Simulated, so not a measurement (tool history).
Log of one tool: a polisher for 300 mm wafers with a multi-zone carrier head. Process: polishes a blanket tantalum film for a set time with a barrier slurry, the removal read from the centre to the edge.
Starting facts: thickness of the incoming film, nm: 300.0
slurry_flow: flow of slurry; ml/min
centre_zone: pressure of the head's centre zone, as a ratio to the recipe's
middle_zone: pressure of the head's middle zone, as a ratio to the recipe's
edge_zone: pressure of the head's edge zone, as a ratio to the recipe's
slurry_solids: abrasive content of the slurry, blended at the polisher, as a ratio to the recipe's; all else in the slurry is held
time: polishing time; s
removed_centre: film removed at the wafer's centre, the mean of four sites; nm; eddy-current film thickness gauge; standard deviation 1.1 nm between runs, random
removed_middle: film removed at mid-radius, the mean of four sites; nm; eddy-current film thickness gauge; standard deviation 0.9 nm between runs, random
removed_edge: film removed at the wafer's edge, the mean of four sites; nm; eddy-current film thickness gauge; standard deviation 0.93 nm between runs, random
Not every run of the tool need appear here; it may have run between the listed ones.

run,hour,slurry_flow,centre_zone,middle_zone,edge_zone,slurry_solids,time,removed_centre,removed_middle,removed_edge
1,0.0,305,1.00,1.00,1.00,1.00,50,88.581,93.516,93.590
2,0.9,305,1.00,1.00,1.00,1.00,39,68.340,73.062,71.911
3,7.5,340,1.00,1.00,1.00,1.00,39,71.592,72.951,72.929
4,9.7,335,1.00,1.03,0.99,1.05,39,72.162,74.890,71.518
5,10.4,335,1.00,1.03,0.99,1.05,29,53.410,56.489,53.708
6,19.3,320,0.99,1.05,0.99,1.10,32,59.343,62.634,58.787
7,28.3,320,0.99,1.05,0.99,1.10,32,58.944,63.484,60.522
8,31.9,315,0.98,1.08,0.97,1.15,34,61.651,68.488,63.016
# hour 39.8: slurry nozzle cleaned
9,39.8,315,0.97,1.10,0.96,1.20,35,65.876,76.841,67.111
10,40.9,320,0.97,1.11,0.97,1.25,35,66.847,75.353,68.118

What will run 11 give?
11,41.8,320,0.96,1.13,0.96,1.30,35,?,?,?

removed_centre: 67.325 nm
removed_middle: 78.877 nm
removed_edge: 69.338 nm
